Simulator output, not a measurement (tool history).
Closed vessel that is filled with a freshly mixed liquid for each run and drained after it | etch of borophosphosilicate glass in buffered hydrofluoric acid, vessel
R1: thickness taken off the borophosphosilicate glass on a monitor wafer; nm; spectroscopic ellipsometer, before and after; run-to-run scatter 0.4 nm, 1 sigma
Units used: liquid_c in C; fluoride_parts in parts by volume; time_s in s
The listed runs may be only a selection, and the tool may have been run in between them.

run 1 day=0 | liquid_c=22 fluoride_parts=10.5 time_s=100 | R1=141.35
run 2 day=0.092 | liquid_c=22 fluoride_parts=10.5 time_s=105 | R1=149.36
run 3 day=0.45 | liquid_c=22 fluoride_parts=12.5 time_s=105 | R1=125.62
run 4 day=0.558 | liquid_c=24.5 fluoride_parts=12.5 time_s=105 | R1=144.27
run 5 day=0.738 | liquid_c=24.5 fluoride_parts=15 time_s=105 | R1=119.39
run 6 day=0.996 | liquid_c=24.5 fluoride_parts=15 time_s=100 | R1=114.24
run 7 day=1.038 | liquid_c=24 fluoride_parts=15 time_s=100 | R1=111.04

What does the tool deliver on the next run?
run 8 day=1.279 | liquid_c=23.5 fluoride_parts=15 time_s=100 | R1=?

R1: 107.52 nm

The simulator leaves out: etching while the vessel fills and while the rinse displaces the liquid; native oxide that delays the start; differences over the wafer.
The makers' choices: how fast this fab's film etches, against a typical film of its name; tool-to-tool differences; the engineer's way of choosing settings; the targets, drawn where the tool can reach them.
